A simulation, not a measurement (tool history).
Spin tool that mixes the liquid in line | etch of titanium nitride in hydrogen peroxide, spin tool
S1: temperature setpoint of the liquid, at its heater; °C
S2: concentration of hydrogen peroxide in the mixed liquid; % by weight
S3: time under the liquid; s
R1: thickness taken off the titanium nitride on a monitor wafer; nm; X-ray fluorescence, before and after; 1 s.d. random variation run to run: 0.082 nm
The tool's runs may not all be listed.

{"run": 1, "hour": 0.0, "S1": 53.0, "S2": 21, "S3": 90, "R1": 9.7384}
{"run": 2, "hour": 2.8, "S1": 53.0, "S2": 25, "S3": 90, "R1": 10.184}
{"run": 3, "hour": 6.4, "S1": 53.5, "S2": 25, "S3": 90, "R1": 10.594}
{"run": 4, "hour": 15.1, "S1": 54.0, "S2": 25, "S3": 90, "R1": 10.999}
{"run": 5, "hour": 19.1, "S1": 48.5, "S2": 25, "S3": 90, "R1": 7.4542}
{"run": 6, "hour": 21.0, "S1": 50.0, "S2": 25, "S3": 90, "R1": 8.2369}

For run 7, what comes out?
{"run": 7, "hour": 23.7, "S1": 51.0, "S2": 25, "S3": 90, "R1": "?"}

For run 7 the tool returned R1 8.8403 nm.
